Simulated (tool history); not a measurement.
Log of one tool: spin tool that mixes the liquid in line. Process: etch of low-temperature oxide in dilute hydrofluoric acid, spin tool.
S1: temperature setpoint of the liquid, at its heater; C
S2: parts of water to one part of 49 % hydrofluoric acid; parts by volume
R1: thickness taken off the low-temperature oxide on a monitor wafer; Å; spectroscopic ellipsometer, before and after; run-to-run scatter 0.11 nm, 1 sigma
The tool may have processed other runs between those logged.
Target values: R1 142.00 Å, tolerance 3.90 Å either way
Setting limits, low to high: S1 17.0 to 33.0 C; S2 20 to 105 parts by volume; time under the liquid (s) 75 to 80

{"run": 1, "day": 0.0, "S1": 25.0, "S2": 55, "time under the liquid (s)": 75, "R1": 193.26}
{"run": 2, "day": 0.204, "S1": 27.0, "S2": 55, "time under the liquid (s)": 75, "R1": 207.64}
{"run": 3, "day": 0.321, "S1": 27.0, "S2": 65, "time under the liquid (s)": 75, "R1": 174.5}
{"run": 4, "day": 0.5, "S1": 29.5, "S2": 65, "time under the liquid (s)": 75, "R1": 192.9}
{"run": 5, "day": 0.65, "S1": 29.0, "S2": 65, "time under the liquid (s)": 75, "R1": 189.07}
{"run": 6, "day": 0.954, "S1": 28.0, "S2": 65, "time under the liquid (s)": 75, "R1": 178.32}
{"day": 1.317, "done": "thermometer replaced"}
{"run": 7, "day": 1.317, "S1": 27.5, "S2": 65, "time under the liquid (s)": 75, "R1": 162.34}
{"run": 8, "day": 1.546, "S1": 26.5, "S2": 65, "time under the liquid (s)": 75, "R1": 156.27}
{"run": 9, "day": 1.596, "S1": 25.5, "S2": 65, "time under the liquid (s)": 75, "R1": 147.29}
{"run": 10, "day": 1.688, "S1": 25.0, "S2": 65, "time under the liquid (s)": 75, "R1": 146.49}

Which single option among these 4 for the next run brings every result within its allowed miss of target? Just one does.
{"run": "A", "day": 1.779, "S1": 24.0, "S2": 65, "time under the liquid (s)": 80, "R1": "?"}
{"run": "B", "day": 1.779, "S1": 24.5, "S2": 65, "time under the liquid (s)": 75, "R1": "?"}
{"run": "C", "day": 1.779, "S1": 24.5, "S2": 70, "time under the liquid (s)": 75, "R1": "?"}
{"run": "D", "day": 1.779, "S1": 19.5, "S2": 50, "time under the liquid (s)": 75, "R1": "?"}

move=A R1=151.19
move=B R1=144.65
move=C R1=133.44
move=D R1=155.64
A: lands further from the targets than the last run did
B: every result within its allowed miss
C: the result that was furthest off in the last run now lies on the other side of its target
D: lands further from the targets than the last run did
Move B is the one to make.
